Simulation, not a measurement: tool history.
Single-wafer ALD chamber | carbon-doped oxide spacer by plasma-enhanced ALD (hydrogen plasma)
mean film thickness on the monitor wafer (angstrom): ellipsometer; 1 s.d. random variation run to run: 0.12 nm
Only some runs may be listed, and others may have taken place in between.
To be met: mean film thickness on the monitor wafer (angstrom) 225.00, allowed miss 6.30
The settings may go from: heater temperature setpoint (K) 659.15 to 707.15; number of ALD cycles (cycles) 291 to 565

run,hour,heater temperature setpoint (K),number of ALD cycles (cycles),mean film thickness on the monitor wafer (angstrom)
1,0.0,683.15,428,191.04
2,9.0,690.15,428,187.44
3,11.6,690.15,463,202.60
4,14.0,689.15,472,205.72
5,16.3,689.15,414,181.79
6,18.9,689.15,449,194.69
7,26.9,687.15,462,206.10
8,33.3,685.15,466,206.27
9,34.6,684.15,474,211.08

Of the 5 settings listed for the next run, only one would bring every result within its allowed miss of target. Which one?
A,35.9,692.15,490,?
B,35.9,683.15,445,?
C,35.9,680.15,535,?
D,35.9,683.15,529,?
E,35.9,685.15,504,?

move,mean film thickness on the monitor wafer (angstrom)
A,213.72
B,200.45
C,243.54
D,238.29
E,225.43
A: nearer than the last run, and not there yet
B: lands further from the targets than the last run did
C: moves the result that the last run missed by most past its target, out the other side
D: moves the result that the last run missed by most past its target, out the other side
E: each result inside its tolerance
Go with E: it meets all targets.
